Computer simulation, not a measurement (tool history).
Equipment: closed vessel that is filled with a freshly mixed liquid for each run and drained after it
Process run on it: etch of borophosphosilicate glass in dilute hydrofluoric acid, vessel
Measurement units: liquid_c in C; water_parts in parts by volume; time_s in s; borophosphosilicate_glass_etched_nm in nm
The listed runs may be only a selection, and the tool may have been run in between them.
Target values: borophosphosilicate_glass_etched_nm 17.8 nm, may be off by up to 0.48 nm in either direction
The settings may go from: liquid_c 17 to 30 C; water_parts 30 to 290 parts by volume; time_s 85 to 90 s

run,day,liquid_c,water_parts,time_s,borophosphosilicate_glass_etched_nm
1,0,22,160,85,30.589
2,0.242,22,160,85,30.625
3,0.504,21,170,85,27.227
4,0.533,20,180,85,24.758
5,0.8,19.5,190,85,22.718
6,0.833,21,190,85,23.935
7,0.888,20,195,85,22.453
8,1.062,19.5,200,85,21.388
# day 1.204: thermometer replaced
9,1.204,19,205,85,19.304
10,1.446,18.5,205,85,18.839
11,1.633,18,205,85,18.41

Next run, 5 choices. One meets every target within its allowed miss, the rest don't. Which?
A,1.821,19.5,210,85,?
B,1.821,22.5,240,90,?
C,1.821,20,225,85,?
D,1.821,20,215,85,?
E,1.821,18.5,210,90,?

move,borophosphosilicate_glass_etched_nm
A,18.999
B,19.135
C,17.817
D,18.826
E,19.35
A: misses by more than the last run did
B: misses by more than the last run did
C: meets every target
D: misses by more than the last run did
E: misses by more than the last run did
So the answer is move C, the one that meets all the targets.

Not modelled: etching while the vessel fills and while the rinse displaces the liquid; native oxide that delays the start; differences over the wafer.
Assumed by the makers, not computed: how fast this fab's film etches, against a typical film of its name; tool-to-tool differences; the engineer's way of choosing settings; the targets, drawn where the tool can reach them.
